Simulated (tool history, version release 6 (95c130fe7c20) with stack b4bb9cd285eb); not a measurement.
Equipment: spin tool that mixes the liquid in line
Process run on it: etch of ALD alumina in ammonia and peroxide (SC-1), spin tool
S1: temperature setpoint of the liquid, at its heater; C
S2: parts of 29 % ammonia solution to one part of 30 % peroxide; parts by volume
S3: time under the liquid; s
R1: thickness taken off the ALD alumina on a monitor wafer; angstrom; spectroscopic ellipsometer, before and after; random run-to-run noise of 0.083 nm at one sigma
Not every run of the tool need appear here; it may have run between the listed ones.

run  hour    S1   S2   S3      R1
  1     0    49  0.4  275  165.13
  2   8.7  51.5  0.4  275  191.07
  3    16    53  0.4  275  206.09
  4  23.3  48.5  0.4  275  160.88
  5  26.7    51  0.4  275  184.19
  6  33.2  52.5  0.4  275  200.77

Expected results for the next run?
  7  35.4  53.5  0.4  275   ?

R1: 211.96 angstrom

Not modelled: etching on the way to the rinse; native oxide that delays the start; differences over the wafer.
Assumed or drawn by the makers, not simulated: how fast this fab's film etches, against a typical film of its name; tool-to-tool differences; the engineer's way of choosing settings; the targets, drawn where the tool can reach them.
